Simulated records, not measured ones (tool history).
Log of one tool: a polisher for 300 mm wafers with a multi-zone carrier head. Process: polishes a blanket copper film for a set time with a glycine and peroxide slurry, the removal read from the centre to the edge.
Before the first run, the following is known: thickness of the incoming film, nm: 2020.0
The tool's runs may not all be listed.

run  hour  flow of slurry (ml/min)  pressure of the head's centre zone  pressure of the head's middle zone  pressure of the head's edge zone  polishing time (s)  film removed at the wafer's centre (angstrom)  film removed at mid-radius (angstrom)  film removed at the wafer's edge (angstrom)
  1   0.0                      235                                1.00                                1.00                              1.00                  59                                         2208.4                                 2160.1                                       2248.0
  2   2.8                      215                                0.94                                1.00                              0.98                  52                                         1768.8                                 1886.8                                       1965.3
  3   5.2                      215                                0.94                                1.00                              0.89                  52                                         1780.8                                 1885.0                                       1859.0
  4   7.1                      235                                0.94                                1.00                              0.89                  52                                         1824.0                                 1925.4                                       1856.2
  5   8.4                      215                                0.90                                0.99                              0.88                  49                                         1622.2                                 1770.4                                       1740.5
  6   9.7                      215                                0.90                                1.05                              0.88                  49                                         1620.7                                 1810.8                                       1736.3
  7  15.9                      195                                0.87                                1.03                              0.88                  47                                         1484.6                                 1727.2                                       1647.6
  8  16.6                      180                                0.85                                1.00                              0.89                  45                                         1361.1                                 1579.1                                       1565.7
  9  18.1                      170                                0.84                                1.00                              0.90                  45                                         1330.2                                 1568.4                                       1557.4
 10  26.4                      160                                0.83                                0.99                              0.91                  45                                         1290.6                                 1531.1                                       1568.6
 11  28.6                      155                                0.82                                0.99                              0.90                  45                                         1259.2                                 1530.6                                       1531.4
 12  30.9                      150                                0.82                                0.98                              0.90                  45                                         1257.7                                 1496.0                                       1540.4

Predict the results of run 13:
 13  36.8                      150                                0.82                                0.98                              0.90                  45                                              ?                                      ?                                            ?

Run 13 gave film removed at the wafer's centre (angstrom) 1248.5, film removed at mid-radius (angstrom) 1531.9, film removed at the wafer's edge (angstrom) 1552.4.

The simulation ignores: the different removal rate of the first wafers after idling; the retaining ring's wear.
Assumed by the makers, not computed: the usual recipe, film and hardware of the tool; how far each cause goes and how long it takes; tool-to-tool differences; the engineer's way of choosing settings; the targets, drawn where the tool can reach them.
